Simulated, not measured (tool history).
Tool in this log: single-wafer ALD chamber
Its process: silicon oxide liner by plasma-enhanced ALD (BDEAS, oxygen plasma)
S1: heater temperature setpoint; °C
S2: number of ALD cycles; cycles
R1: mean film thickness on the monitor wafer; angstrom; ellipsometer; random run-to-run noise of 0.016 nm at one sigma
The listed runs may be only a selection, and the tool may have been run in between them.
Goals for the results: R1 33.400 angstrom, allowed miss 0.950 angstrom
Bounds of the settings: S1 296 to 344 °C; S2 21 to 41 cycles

| run | hour | S1 | S2 | R1 |
|---|---|---|---|---|
| 1 | 0.0 | 320 | 31 | 27.338 |
| 2 | 3.7 | 319 | 34 | 29.887 |
| 3 | 9.0 | 319 | 32 | 27.921 |
| 4 | 16.9 | 319 | 35 | 30.798 |
| 5 | 19.4 | 327 | 35 | 30.251 |
| 6 | 27.7 | 334 | 35 | 30.176 |
| 7 | 34.9 | 334 | 36 | 30.884 |
| 8 | 40.9 | 334 | 37 | 31.421 |

Which single option among these 5 for the next run brings every result within its allowed miss of target? Just one does.
| A | 46.9 | 334 | 34 | ? |
| B | 46.9 | 335 | 35 | ? |
| C | 46.9 | 340 | 33 | ? |
| D | 46.9 | 331 | 35 | ? |
| E | 46.9 | 332 | 39 | ? |

| move | R1 |
|---|---|
| A | 29.121 |
| B | 29.929 |
| C | 27.993 |
| D | 30.121 |
| E | 33.510 |
A: the biggest miss grows against the last run
B: the biggest miss grows against the last run
C: the biggest miss grows against the last run
D: the biggest miss grows against the last run
E: all results in spec
Move E is the one to make.
